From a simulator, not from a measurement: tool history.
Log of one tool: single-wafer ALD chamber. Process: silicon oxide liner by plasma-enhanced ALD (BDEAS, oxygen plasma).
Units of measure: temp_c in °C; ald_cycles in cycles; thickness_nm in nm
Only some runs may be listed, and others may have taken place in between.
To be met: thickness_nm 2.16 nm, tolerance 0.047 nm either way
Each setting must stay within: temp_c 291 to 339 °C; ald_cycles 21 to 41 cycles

run    day  temp_c  ald_cycles  thickness_nm
  1      0     315          31        2.8068
  2  0.288     315          35        3.1697
  3  0.458     315          34        3.0648
  4  0.829     308          34        3.1049
  5  0.917     308          33         2.994
  6  1.062     303          33        3.0299
  7  1.108     303          32        2.9383
  8  1.142     303          31        2.8517
  9  1.279     303          31        2.8341
 10   1.65     303          30        2.7496
 11  1.921     303          30        2.7765
 12  2.246     305          25        2.3029
 13  2.529     306          23        2.1101
 14  2.746     305          23        2.0957

Exercise: of the 5 proposed moves below, exactly one satisfies all targets within the stated allowed misses. Which move is it?
  A  2.962     310          22             ?
  B  2.962     295          22             ?
  C  2.962     301          22             ?
  D  2.962     294          22             ?
  E  2.962     294          23             ?

move  thickness_nm
   A        1.9964
   B        2.0457
   C        2.0188
   D        2.0522
   E        2.1455
A: misses by more than the last run did
B: misses by more than the last run did
C: misses by more than the last run did
D: misses by more than the last run did
E: every result within its allowed miss
Go with E: it meets all targets.

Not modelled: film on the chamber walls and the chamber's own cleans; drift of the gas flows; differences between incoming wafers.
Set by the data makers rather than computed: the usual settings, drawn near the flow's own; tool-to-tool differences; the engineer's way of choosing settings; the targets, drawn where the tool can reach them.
